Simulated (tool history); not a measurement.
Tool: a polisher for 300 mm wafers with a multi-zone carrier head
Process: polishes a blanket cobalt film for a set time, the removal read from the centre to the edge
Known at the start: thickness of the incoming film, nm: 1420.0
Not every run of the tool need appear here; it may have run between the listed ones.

| run | hour | flow of slurry (ml/min) | pressure of the head's centre zone | pressure of the head's middle zone | pressure of the head's edge zone | polishing time (s) | film removed at the wafer's centre (Å) | film removed at mid-radius (Å) | film removed at the wafer's edge (Å) |
|---|---|---|---|---|---|---|---|---|---|
| 1 | 0.0 | 150 | 1.00 | 1.00 | 1.00 | 71 | 2745.6 | 2729.6 | 2747.5 |
| 2 | 5.4 | 150 | 0.94 | 1.00 | 1.00 | 71 | 2554.4 | 2710.6 | 2755.5 |
| 3 | 11.2 | 150 | 0.94 | 1.00 | 1.05 | 71 | 2535.5 | 2727.5 | 2781.9 |
| 4 | 14.4 | 150 | 0.96 | 0.98 | 1.03 | 64 | 2300.1 | 2449.3 | 2567.6 |
| 5 | 23.1 | 150 | 0.96 | 1.01 | 1.03 | 64 | 2297.8 | 2485.2 | 2481.8 |
| 6 | 29.9 | 140 | 1.00 | 0.99 | 1.00 | 59 | 2245.9 | 2215.9 | 2265.1 |
| 7 | 32.6 | 130 | 1.01 | 0.97 | 0.98 | 56 | 2139.1 | 2052.1 | 2093.1 |
| 8 | 36.2 | 125 | 1.01 | 0.94 | 0.96 | 54 | 2021.0 | 1920.6 | 2022.4 |
| 9 | 42.2 | 120 | 1.02 | 0.92 | 0.94 | 52 | 1949.4 | 1825.1 | 1869.5 |

Run 10, settings as shown, results not yet in. Your forecast:
| 10 | 49.7 | 100 | 1.06 | 0.82 | 0.97 | 47 | ? | ? | ? |

{"run 10": {"film removed at the wafer's centre (Å)": 1767.0, "film removed at mid-radius (Å)": 1440.3, "film removed at the wafer's edge (Å)": 1705.0}}
